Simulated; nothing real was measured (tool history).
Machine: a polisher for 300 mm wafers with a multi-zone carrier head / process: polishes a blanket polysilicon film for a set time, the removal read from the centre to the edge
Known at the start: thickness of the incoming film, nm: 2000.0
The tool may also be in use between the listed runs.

| run | day | flow of slurry (ml/min) | pressure of the head's centre zone | pressure of the head's middle zone | pressure of the head's edge zone | polishing time (s) | film removed at the wafer's centre (Å) | film removed at mid-radius (Å) | film removed at the wafer's edge (Å) |
|---|---|---|---|---|---|---|---|---|---|
| 1 | 0 | 275 | 1 | 1 | 1 | 43 | 2786.5 | 2694.3 | 2675.5 |
| 2 | 0.304 | 275 | 1 | 1 | 1 | 37 | 2376.4 | 2350.6 | 2306.6 |
| 3 | 0.333 | 280 | 1.01 | 1.03 | 1.02 | 40 | 2566.6 | 2561.2 | 2488 |
| 4 | 0.55 | 285 | 1.02 | 1.05 | 1.03 | 43 | 2808.1 | 2826.7 | 2793.9 |
| 5 | 0.671 | 290 | 1.04 | 1.07 | 1.02 | 44 | 2980.5 | 2983.3 | 2843.9 |
| 6 | 0.875 | 295 | 1.06 | 1.09 | 1.03 | 45 | 3033.4 | 3042.2 | 2878 |
| 7 | 1.071 | 300 | 1.07 | 1.1 | 1.04 | 46 | 3126.1 | 3161.7 | 2967.2 |
| 8 | 1.229 | 300 | 1.08 | 1.11 | 1.05 | 47 | 3266.3 | 3282 | 3075.9 |
| 9 | 1.488 | 305 | 1.09 | 1.12 | 1.06 | 48 | 3313.6 | 3380.4 | 3112.8 |
| 10 | 1.571 | 305 | 1.1 | 1.12 | 1.06 | 49 | 3485.6 | 3474.9 | 3219.2 |
| 11 | 1.617 | 305 | 1.11 | 1.13 | 1.07 | 49 | 3563.3 | 3490.7 | 3230.2 |
| 12 | 1.767 | 305 | 1.11 | 1.14 | 1.08 | 49 | 3526.2 | 3453.1 | 3242.3 |
| 13 | 1.912 | 310 | 1.11 | 1.15 | 1.09 | 49 | 3364 | 3537.7 | 3195.8 |
| 14 | 2.167 | 310 | 1.11 | 1.15 | 1.09 | 50 | 3514.8 | 3606.3 | 3231.6 |

What will run 15 give?
| 15 | 2.233 | 310 | 1.11 | 1.14 | 1.09 | 51 | ? | ? | ? |

film removed at the wafer's centre (Å): 3613.4
film removed at mid-radius (Å): 3665.8
film removed at the wafer's edge (Å): 3375.1

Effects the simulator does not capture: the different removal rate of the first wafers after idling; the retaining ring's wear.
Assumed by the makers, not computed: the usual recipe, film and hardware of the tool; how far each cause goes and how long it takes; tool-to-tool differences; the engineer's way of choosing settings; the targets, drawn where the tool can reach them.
